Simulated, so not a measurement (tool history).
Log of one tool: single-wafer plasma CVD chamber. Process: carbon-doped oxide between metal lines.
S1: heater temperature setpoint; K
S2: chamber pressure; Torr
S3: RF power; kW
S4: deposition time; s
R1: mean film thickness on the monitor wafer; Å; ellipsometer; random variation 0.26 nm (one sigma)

Run 1, day 0.000: S1 618.15 K, S2 3.70 Torr, S3 0.620 kW, S4 18.1 s. Result: R1 1159.4 Å.
Run 2, day 0.312: S1 620.15 K, S2 3.63 Torr, S3 0.620 kW, S4 18.1 s. Result: R1 1147.0 Å.
Run 3, day 0.396: S1 628.15 K, S2 3.63 Torr, S3 0.620 kW, S4 18.1 s. Result: R1 1128.3 Å.
Run 4, day 0.758: S1 628.15 K, S2 3.63 Torr, S3 0.685 kW, S4 18.1 s. Result: R1 1194.6 Å.
Run 5, day 0.950: S1 628.15 K, S2 3.95 Torr, S3 0.685 kW, S4 18.1 s. Result: R1 1206.5 Å.
Run 6, day 1.254: S1 629.15 K, S2 3.82 Torr, S3 0.675 kW, S4 18.1 s. Result: R1 1186.8 Å.

The next listed run, before its measurement:
Run 7, day 1.592: S1 630.15 K, S2 3.70 Torr, S3 0.670 kW, S4 18.1 s. Result: R1 ?.

{"run 7": {"R1": 1174.1}}

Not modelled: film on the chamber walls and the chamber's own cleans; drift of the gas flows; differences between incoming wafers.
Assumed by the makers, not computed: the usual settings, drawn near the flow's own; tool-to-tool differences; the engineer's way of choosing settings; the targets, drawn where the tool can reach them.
